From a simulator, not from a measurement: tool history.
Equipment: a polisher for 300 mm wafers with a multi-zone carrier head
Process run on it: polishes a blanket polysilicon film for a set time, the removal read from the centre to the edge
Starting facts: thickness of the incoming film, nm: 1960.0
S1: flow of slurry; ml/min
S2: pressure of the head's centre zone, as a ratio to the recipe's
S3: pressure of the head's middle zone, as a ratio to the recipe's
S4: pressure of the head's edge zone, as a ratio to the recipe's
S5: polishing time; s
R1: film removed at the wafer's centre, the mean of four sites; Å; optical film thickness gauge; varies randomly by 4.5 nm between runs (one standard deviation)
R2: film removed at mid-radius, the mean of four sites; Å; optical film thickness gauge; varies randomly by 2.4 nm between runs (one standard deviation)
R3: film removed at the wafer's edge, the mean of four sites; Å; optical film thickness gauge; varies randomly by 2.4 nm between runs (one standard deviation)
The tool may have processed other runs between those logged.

{"run": 1, "hour": 0.0, "S1": 155, "S2": 1.0, "S3": 1.0, "S4": 1.0, "S5": 81, "R1": 4951.3, "R2": 4975.7, "R3": 5106.6}
{"run": 2, "hour": 4.6, "S1": 155, "S2": 1.0, "S3": 1.0, "S4": 1.0, "S5": 66, "R1": 3974.0, "R2": 4054.0, "R3": 4243.1}
{"run": 3, "hour": 10.2, "S1": 155, "S2": 1.0, "S3": 1.05, "S4": 1.0, "S5": 66, "R1": 3955.2, "R2": 4196.5, "R3": 4144.4}
{"run": 4, "hour": 11.1, "S1": 155, "S2": 1.06, "S3": 1.05, "S4": 1.0, "S5": 66, "R1": 4140.3, "R2": 4172.8, "R3": 4090.7}
{"run": 5, "hour": 13.9, "S1": 150, "S2": 1.06, "S3": 1.04, "S4": 0.98, "S5": 65, "R1": 4119.5, "R2": 4120.9, "R3": 3980.7}
{"run": 6, "hour": 16.6, "S1": 145, "S2": 1.05, "S3": 1.03, "S4": 0.97, "S5": 64, "R1": 3884.8, "R2": 3965.9, "R3": 3955.5}
{"run": 7, "hour": 22.7, "S1": 140, "S2": 1.07, "S3": 1.03, "S4": 0.95, "S5": 63, "R1": 3897.4, "R2": 3856.1, "R3": 3872.6}

Estimate the outcome of run 8 from the log above:
{"run": 8, "hour": 29.7, "S1": 135, "S2": 1.08, "S3": 1.04, "S4": 0.94, "S5": 62, "R1": "?", "R2": "?", "R3": "?"}

{"run 8": {"R1": 3803.5, "R2": 3810.6, "R3": 3762.3}}

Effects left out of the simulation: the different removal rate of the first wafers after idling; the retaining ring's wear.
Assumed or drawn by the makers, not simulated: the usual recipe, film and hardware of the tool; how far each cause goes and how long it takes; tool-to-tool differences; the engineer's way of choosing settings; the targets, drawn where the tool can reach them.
